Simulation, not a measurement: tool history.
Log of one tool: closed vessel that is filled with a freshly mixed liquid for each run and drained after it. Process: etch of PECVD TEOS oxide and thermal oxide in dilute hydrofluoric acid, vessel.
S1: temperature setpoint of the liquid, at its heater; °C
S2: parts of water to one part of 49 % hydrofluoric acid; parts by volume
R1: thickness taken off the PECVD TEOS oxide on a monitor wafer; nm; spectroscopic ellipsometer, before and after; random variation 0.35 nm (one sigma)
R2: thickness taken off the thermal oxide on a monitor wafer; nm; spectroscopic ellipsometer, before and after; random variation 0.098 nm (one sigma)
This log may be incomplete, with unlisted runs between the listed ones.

{"run": 1, "day": 0.0, "S1": 24.0, "S2": 100, "time in the liquid (s)": 125, "R1": 15.669, "R2": 5.3881}
{"run": 2, "day": 0.254, "S1": 26.5, "S2": 85, "time in the liquid (s)": 125, "R1": 20.686, "R2": 7.0823}
{"run": 3, "day": 0.392, "S1": 28.0, "S2": 75, "time in the liquid (s)": 125, "R1": 25.472, "R2": 8.6877}
{"run": 4, "day": 0.762, "S1": 28.0, "S2": 100, "time in the liquid (s)": 125, "R1": 18.614, "R2": 6.3051}
{"run": 5, "day": 0.938, "S1": 28.0, "S2": 135, "time in the liquid (s)": 125, "R1": 13.123, "R2": 4.4406}
{"run": 6, "day": 1.146, "S1": 29.0, "S2": 110, "time in the liquid (s)": 125, "R1": 17.129, "R2": 5.9377}
{"run": 7, "day": 1.254, "S1": 29.5, "S2": 90, "time in the liquid (s)": 125, "R1": 21.927, "R2": 7.3547}
{"run": 8, "day": 1.488, "S1": 31.0, "S2": 50, "time in the liquid (s)": 135, "R1": 48.734, "R2": 16.265}
{"run": 9, "day": 1.625, "S1": 29.5, "S2": 50, "time in the liquid (s)": 135, "R1": 45.312, "R2": 15.234}
{"run": 10, "day": 1.825, "S1": 28.5, "S2": 50, "time in the liquid (s)": 135, "R1": 43.191, "R2": 14.812}
{"run": 11, "day": 2.162, "S1": 28.0, "S2": 50, "time in the liquid (s)": 135, "R1": 42.241, "R2": 14.614}
{"run": 12, "day": 2.392, "S1": 27.5, "S2": 50, "time in the liquid (s)": 135, "R1": 42.132, "R2": 14.363}

Forecast run 13:
{"run": 13, "day": 2.496, "S1": 26.5, "S2": 50, "time in the liquid (s)": 135, "R1": "?", "R2": "?"}

Run 13 produced R1 40.096 nm, R2 13.6640 nm.
